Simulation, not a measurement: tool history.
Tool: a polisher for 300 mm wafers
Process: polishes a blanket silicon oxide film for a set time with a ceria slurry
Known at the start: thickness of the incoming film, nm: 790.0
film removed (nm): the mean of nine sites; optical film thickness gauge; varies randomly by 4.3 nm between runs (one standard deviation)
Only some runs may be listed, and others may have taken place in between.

run  hour  flow of slurry (ml/min)  pressure of the wafer on the pad (psi)  speed of the pad under the wafer (m/s)  polishing time (s)  film removed (nm)
  1   0.0                      310                                     3.7                                    0.96                  62             255.29
  2   1.7                      310                                     3.2                                    0.96                  62             224.26
  3  10.2                      340                                     3.2                                    0.96                  62             229.11
  4  17.6                      385                                     3.2                                    0.96                  62             227.84
  5  19.6                      385                                     4.0                                    1.00                  62             293.66
  6  25.9                      385                                     4.5                                    1.04                  62             337.12

The next listed run, before its measurement:
  7  27.2                      385                                     4.9                                    1.08                  62                  ?

film removed (nm): 380.78

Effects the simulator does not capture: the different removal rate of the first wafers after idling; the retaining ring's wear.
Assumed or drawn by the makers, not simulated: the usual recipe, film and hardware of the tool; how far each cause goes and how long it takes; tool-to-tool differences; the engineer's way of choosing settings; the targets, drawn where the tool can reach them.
